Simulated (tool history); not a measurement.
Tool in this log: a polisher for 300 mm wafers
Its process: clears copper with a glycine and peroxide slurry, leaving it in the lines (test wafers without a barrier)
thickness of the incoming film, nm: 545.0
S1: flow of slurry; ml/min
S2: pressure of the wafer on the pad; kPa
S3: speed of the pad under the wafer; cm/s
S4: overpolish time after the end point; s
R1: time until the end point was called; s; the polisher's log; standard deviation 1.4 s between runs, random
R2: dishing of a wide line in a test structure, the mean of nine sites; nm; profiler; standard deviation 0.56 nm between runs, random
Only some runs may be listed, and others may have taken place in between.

run    day   S1    S2  S3  S4      R1      R2
  1      0  145  21.4  94  23  91.766  61.556
  2  0.304  180  21.4  94  23  88.153  65.018
  3  0.596  180  21.4  94  16  87.836  53.096
  4  0.892  170  19.3  92  18  98.366  54.229
  5  1.158  170  21.4  92  18  89.017  55.985
  6    1.3  165  19.3  92  20  97.381  56.336
  7  1.567  160  17.2  92  21  104.04  55.927

Estimate the outcome of run 8 from the log above:
  8  1.892  155  15.9  92  22   ?   ?

{"run 8": {"R1": 111.76, "R2": 57.181}}
